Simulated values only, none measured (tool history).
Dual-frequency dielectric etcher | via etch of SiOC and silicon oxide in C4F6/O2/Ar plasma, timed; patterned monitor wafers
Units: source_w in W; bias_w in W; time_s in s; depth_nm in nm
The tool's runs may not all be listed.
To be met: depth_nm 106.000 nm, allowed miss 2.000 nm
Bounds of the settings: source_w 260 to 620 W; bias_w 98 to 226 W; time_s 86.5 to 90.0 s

run  hour  source_w  bias_w  time_s  depth_nm
  1   0.0       440     162    86.5    87.929
  2   8.1       390     162    86.5    84.003
  3  10.8       390     162    86.5    84.901
  4  12.6       410     167    86.5    86.833
  5  14.8       410     167    90.0    91.061
  6  16.9       410     150    90.0    88.374
  7  19.3       430     152    90.0    89.902
  8  25.3       430     152    90.0    89.915
  9  30.1       450     154    90.0    91.993
 10  37.5       470     155    90.0    93.885
 11  39.2       470     155    90.0    93.809
 12  45.6       490     156    90.0    95.672

Which of these 5 next moves meets every target?
  A  52.0       410     150    90.0         ?
  B  52.0       620     160    90.0         ?
  C  52.0       490     154    86.5         ?
  D  52.0       540     139    86.5         ?
  E  52.0       470     145    86.5         ?

move  depth_nm
   A    88.471
   B   106.440
   C    92.054
   D    92.892
   E    88.926
A: further off than the last run
B: meets every target
C: further off than the last run
D: further off than the last run
E: further off than the last run
Answer: B

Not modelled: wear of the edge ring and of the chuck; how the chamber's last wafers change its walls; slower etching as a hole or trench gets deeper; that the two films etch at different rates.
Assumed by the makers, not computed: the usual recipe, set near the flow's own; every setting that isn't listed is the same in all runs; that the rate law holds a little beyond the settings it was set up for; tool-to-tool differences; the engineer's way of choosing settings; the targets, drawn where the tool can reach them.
